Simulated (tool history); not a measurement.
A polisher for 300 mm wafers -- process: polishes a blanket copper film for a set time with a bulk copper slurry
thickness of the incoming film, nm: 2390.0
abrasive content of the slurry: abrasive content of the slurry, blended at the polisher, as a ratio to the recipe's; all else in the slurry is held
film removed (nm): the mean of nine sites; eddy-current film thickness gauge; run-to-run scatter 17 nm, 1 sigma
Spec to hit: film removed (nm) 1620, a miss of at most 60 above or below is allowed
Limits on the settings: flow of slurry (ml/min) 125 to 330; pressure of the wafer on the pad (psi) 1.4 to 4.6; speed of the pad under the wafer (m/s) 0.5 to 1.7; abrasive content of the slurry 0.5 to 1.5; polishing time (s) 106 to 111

run,hour,flow of slurry (ml/min),pressure of the wafer on the pad (psi),speed of the pad under the wafer (m/s),abrasive content of the slurry,polishing time (s),film removed (nm)
1,0,210,3,1.1,1,106,1201.1
2,0.6,210,3.2,1.1,1,106,1299.9
3,8.8,210,3.4,1.1,1,106,1360.5
4,11.2,250,3.4,1.1,1,106,1389.4
5,17.9,250,3.5,1.1,1,106,1426.5
6,19.2,300,3.5,1.1,1,106,1435.1
7,21.7,300,3.6,1.1,1,106,1492.9
8,25.5,300,3.7,1.1,1,106,1534

Which one of the following 5 next-run settings gets every result inside its allowed miss? There is exactly one.
A,29.3,310,4,1.08,1.1,106,?
B,29.3,320,3.6,1.08,1,106,?
C,29.3,300,3.9,1.06,0.9,106,?
D,29.3,325,3.7,1.08,0.9,106,?
E,29.3,265,3.5,1.18,0.8,107,?

move,film removed (nm)
A,1608.5
B,1435.3
C,1498
D,1455.1
E,1465.2
A: every result lands within tolerance
B: moves away from the targets compared with the last run
C: moves away from the targets compared with the last run
D: moves away from the targets compared with the last run
E: moves away from the targets compared with the last run
A meets every target.
